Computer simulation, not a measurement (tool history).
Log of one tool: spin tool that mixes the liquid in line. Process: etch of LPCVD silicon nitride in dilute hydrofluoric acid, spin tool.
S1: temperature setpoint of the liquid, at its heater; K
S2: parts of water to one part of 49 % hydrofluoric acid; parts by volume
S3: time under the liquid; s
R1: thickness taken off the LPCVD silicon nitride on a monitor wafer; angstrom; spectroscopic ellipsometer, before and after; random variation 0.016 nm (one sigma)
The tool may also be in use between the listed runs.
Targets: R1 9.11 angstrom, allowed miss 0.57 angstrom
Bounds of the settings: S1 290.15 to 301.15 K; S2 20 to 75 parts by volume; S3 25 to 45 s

{"run": 1, "hour": 0.0, "S1": 293.15, "S2": 45, "S3": 45, "R1": 4.1686}
{"run": 2, "hour": 6.9, "S1": 294.15, "S2": 45, "S3": 45, "R1": 4.3652}
{"run": 3, "hour": 13.8, "S1": 295.15, "S2": 45, "S3": 45, "R1": 4.8454}
{"run": 4, "hour": 20.0, "S1": 295.65, "S2": 45, "S3": 45, "R1": 5.0297}
{"run": 5, "hour": 25.3, "S1": 296.15, "S2": 45, "S3": 45, "R1": 5.1102}
{"run": 6, "hour": 30.0, "S1": 296.65, "S2": 45, "S3": 45, "R1": 5.247}
{"run": 7, "hour": 37.9, "S1": 297.15, "S2": 45, "S3": 45, "R1": 5.5175}
{"run": 8, "hour": 41.5, "S1": 297.65, "S2": 45, "S3": 45, "R1": 5.5567}
{"run": 9, "hour": 43.3, "S1": 298.15, "S2": 45, "S3": 45, "R1": 5.8023}
{"run": 10, "hour": 47.1, "S1": 298.65, "S2": 45, "S3": 45, "R1": 5.8733}
{"run": 11, "hour": 51.4, "S1": 299.15, "S2": 45, "S3": 45, "R1": 6.1002}

4 next moves are on the table. One of them brings every result within its allowed miss. Which?
{"run": "A", "hour": 55.7, "S1": 299.15, "S2": 50, "S3": 25, "R1": "?"}
{"run": "B", "hour": 55.7, "S1": 301.15, "S2": 35, "S3": 45, "R1": "?"}
{"run": "C", "hour": 55.7, "S1": 298.15, "S2": 35, "S3": 45, "R1": "?"}
{"run": "D", "hour": 55.7, "S1": 301.15, "S2": 40, "S3": 45, "R1": "?"}

move=A R1=3.2592
move=B R1=9.4981
move=C R1=7.7748
move=D R1=8.3352
A: further off than the last run
B: meets every target
C: nearer than the last run, and not there yet
D: nearer than the last run, and not there yet
The right move is B.
